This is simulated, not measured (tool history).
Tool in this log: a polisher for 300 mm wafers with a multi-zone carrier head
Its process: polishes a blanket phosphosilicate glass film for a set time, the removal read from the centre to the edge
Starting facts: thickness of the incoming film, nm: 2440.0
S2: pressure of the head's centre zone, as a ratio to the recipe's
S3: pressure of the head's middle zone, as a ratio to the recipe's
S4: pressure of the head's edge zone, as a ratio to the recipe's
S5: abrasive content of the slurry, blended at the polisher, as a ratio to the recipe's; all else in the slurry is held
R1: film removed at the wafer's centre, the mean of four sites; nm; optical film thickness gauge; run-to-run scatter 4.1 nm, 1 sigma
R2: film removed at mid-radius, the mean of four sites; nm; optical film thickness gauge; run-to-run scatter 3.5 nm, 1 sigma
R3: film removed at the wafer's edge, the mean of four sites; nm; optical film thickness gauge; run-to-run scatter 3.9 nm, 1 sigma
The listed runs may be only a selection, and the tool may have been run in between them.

{"run": 1, "day": 0.0, "flow of slurry (ml/min)": 160, "S2": 1.0, "S3": 1.0, "S4": 1.0, "S5": 1.0, "polishing time (s)": 46, "R1": 462.71, "R2": 468.06, "R3": 471.76}
{"run": 2, "day": 0.212, "flow of slurry (ml/min)": 160, "S2": 1.0, "S3": 1.01, "S4": 0.98, "S5": 0.95, "polishing time (s)": 45, "R1": 444.1, "R2": 454.42, "R3": 451.94}
{"run": 3, "day": 0.346, "flow of slurry (ml/min)": 160, "S2": 1.0, "S3": 1.01, "S4": 0.98, "S5": 1.15, "polishing time (s)": 45, "R1": 463.09, "R2": 481.57, "R3": 474.06}
{"run": 4, "day": 0.679, "flow of slurry (ml/min)": 160, "S2": 1.0, "S3": 1.02, "S4": 0.96, "S5": 1.05, "polishing time (s)": 44, "R1": 435.41, "R2": 460.69, "R3": 464.65}
{"run": 5, "day": 0.875, "flow of slurry (ml/min)": 160, "S2": 1.0, "S3": 1.05, "S4": 0.96, "S5": 1.05, "polishing time (s)": 44, "R1": 444.09, "R2": 472.63, "R3": 448.88}
{"run": 6, "day": 1.062, "flow of slurry (ml/min)": 160, "S2": 1.01, "S3": 1.06, "S4": 0.96, "S5": 1.0, "polishing time (s)": 43, "R1": 433.29, "R2": 455.78, "R3": 441.83}
{"day": 1.429, "done": "slurry nozzle cleaned"}
{"run": 7, "day": 1.429, "flow of slurry (ml/min)": 165, "S2": 1.02, "S3": 1.08, "S4": 0.94, "S5": 0.95, "polishing time (s)": 41, "R1": 435.51, "R2": 468.01, "R3": 428.22}
{"run": 8, "day": 1.467, "flow of slurry (ml/min)": 165, "S2": 1.02, "S3": 1.08, "S4": 0.93, "S5": 0.9, "polishing time (s)": 39, "R1": 415.56, "R2": 435.1, "R3": 402.48}

Estimate the outcome of run 9 from the log above:
{"run": 9, "day": 1.529, "flow of slurry (ml/min)": 165, "S2": 1.02, "S3": 1.09, "S4": 0.92, "S5": 0.85, "polishing time (s)": 38, "R1": "?", "R2": "?", "R3": "?"}

{"run 9": {"R1": 398.01, "R2": 412.52, "R3": 379.63}}
